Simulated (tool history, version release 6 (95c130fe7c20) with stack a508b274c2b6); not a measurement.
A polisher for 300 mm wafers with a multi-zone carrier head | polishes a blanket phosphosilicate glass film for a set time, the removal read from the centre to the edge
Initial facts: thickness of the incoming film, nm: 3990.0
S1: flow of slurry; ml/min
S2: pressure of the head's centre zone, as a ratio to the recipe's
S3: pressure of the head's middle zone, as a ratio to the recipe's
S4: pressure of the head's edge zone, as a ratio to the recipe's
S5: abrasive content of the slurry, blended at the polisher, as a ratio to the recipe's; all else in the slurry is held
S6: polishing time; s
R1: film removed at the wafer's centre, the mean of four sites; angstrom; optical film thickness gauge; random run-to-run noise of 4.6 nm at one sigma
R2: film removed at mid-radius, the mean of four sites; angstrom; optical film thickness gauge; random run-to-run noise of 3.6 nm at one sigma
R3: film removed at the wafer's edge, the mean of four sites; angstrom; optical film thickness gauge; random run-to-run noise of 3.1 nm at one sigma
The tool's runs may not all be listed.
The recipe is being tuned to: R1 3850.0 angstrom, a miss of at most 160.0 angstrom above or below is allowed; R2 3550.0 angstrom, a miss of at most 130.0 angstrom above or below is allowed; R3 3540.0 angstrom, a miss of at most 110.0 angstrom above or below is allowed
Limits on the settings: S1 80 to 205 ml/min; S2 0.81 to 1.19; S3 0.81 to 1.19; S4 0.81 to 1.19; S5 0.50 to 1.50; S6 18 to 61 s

| run | day | S1 | S2 | S3 | S4 | S5 | S6 | R1 | R2 | R3 |
|---|---|---|---|---|---|---|---|---|---|---|
| 1 | 0.000 | 135 | 1.00 | 1.00 | 1.00 | 1.00 | 39 | 2839.1 | 2755.2 | 2858.8 |
| 2 | 0.279 | 135 | 0.93 | 1.00 | 1.00 | 1.00 | 39 | 2635.2 | 2765.3 | 2833.5 |
| 3 | 0.496 | 105 | 0.93 | 1.00 | 1.00 | 1.00 | 39 | 2470.7 | 2595.6 | 2708.5 |
| 4 | 0.712 | 125 | 0.93 | 1.00 | 1.00 | 1.00 | 39 | 2605.0 | 2704.9 | 2770.8 |
| 5 | 0.871 | 125 | 0.85 | 1.00 | 1.00 | 1.00 | 39 | 2416.6 | 2692.2 | 2767.3 |
| 6 | 1.179 | 135 | 0.89 | 1.01 | 1.01 | 1.05 | 39 | 2614.6 | 2863.0 | 2924.6 |
| 7 | 1.221 | 135 | 0.89 | 1.01 | 1.01 | 1.05 | 39 | 2605.9 | 2873.8 | 2939.6 |
| 8 | 1.475 | 145 | 0.93 | 1.02 | 1.01 | 1.05 | 39 | 2752.8 | 2927.0 | 2928.2 |
| 9 | 1.658 | 150 | 0.96 | 1.02 | 1.02 | 1.10 | 39 | 2905.6 | 3038.0 | 3044.3 |
| 10 | 1.696 | 155 | 0.99 | 1.02 | 1.03 | 1.10 | 39 | 3017.8 | 3010.4 | 3072.7 |
| 11 | 2.054 | 160 | 1.01 | 1.03 | 1.04 | 1.15 | 39 | 3118.2 | 3160.7 | 3089.6 |
| 12 | 2.283 | 165 | 1.02 | 1.02 | 1.04 | 1.20 | 39 | 3236.3 | 3203.5 | 3173.2 |
| 13 | 2.354 | 170 | 1.03 | 1.02 | 1.05 | 1.20 | 39 | 3280.5 | 3202.0 | 3218.4 |
| 14 | 2.612 | 175 | 1.04 | 1.02 | 1.06 | 1.20 | 39 | 3338.3 | 3214.8 | 3216.8 |
| 15 | 2.796 | 175 | 1.04 | 1.02 | 1.06 | 1.20 | 39 | 3351.6 | 3262.3 | 3235.4 |
| 16 | 3.021 | 175 | 1.05 | 1.02 | 1.07 | 1.20 | 39 | 3305.0 | 3265.3 | 3221.2 |
| 17 | 3.358 | 175 | 1.06 | 1.02 | 1.07 | 1.25 | 39 | 3419.1 | 3250.4 | 3326.5 |
| 18 | 3.562 | 180 | 1.07 | 1.02 | 1.07 | 1.25 | 39 | 3475.2 | 3224.1 | 3353.3 |
| 19 | 3.683 | 185 | 1.08 | 1.03 | 1.07 | 1.25 | 39 | 3581.3 | 3306.4 | 3386.8 |
| 20 | 4.017 | 185 | 1.08 | 1.04 | 1.07 | 1.25 | 39 | 3540.3 | 3356.9 | 3404.6 |
| 21 | 4.338 | 190 | 1.09 | 1.04 | 1.06 | 1.25 | 39 | 3545.4 | 3352.1 | 3361.1 |
| 22 | 4.658 | 190 | 1.10 | 1.05 | 1.06 | 1.25 | 39 | 3538.6 | 3395.9 | 3339.4 |
| 23 | 4.725 | 190 | 1.11 | 1.05 | 1.06 | 1.25 | 39 | 3656.4 | 3358.3 | 3337.8 |
| 24 | 4.804 | 190 | 1.11 | 1.05 | 1.07 | 1.25 | 39 | 3592.7 | 3429.6 | 3330.3 |
| 25 | 4.879 | 200 | 1.15 | 1.03 | 1.13 | 1.30 | 39 | 3783.2 | 3421.4 | 3532.3 |

Of the 4 settings listed for the next run, only one would bring every result within its allowed miss of target. Which one?
| A | 4.954 | 195 | 1.14 | 1.00 | 1.15 | 1.35 | 38 | ? | ? | ? |
| B | 4.954 | 205 | 1.14 | 1.05 | 1.09 | 1.20 | 41 | ? | ? | ? |
| C | 4.954 | 205 | 1.19 | 0.98 | 1.17 | 1.35 | 37 | ? | ? | ? |
| D | 4.954 | 205 | 1.03 | 0.91 | 0.95 | 1.40 | 39 | ? | ? | ? |

| move | R1 | R2 | R3 |
|---|---|---|---|
| A | 3758.8 | 3289.3 | 3487.0 |
| B | 3911.3 | 3549.3 | 3517.5 |
| C | 3816.1 | 3176.8 | 3445.6 |
| D | 3644.0 | 3212.5 | 3322.2 |
A: the biggest miss grows against the last run
B: every result within its allowed miss
C: the biggest miss grows against the last run
D: the biggest miss grows against the last run
The move that meets every target is B.
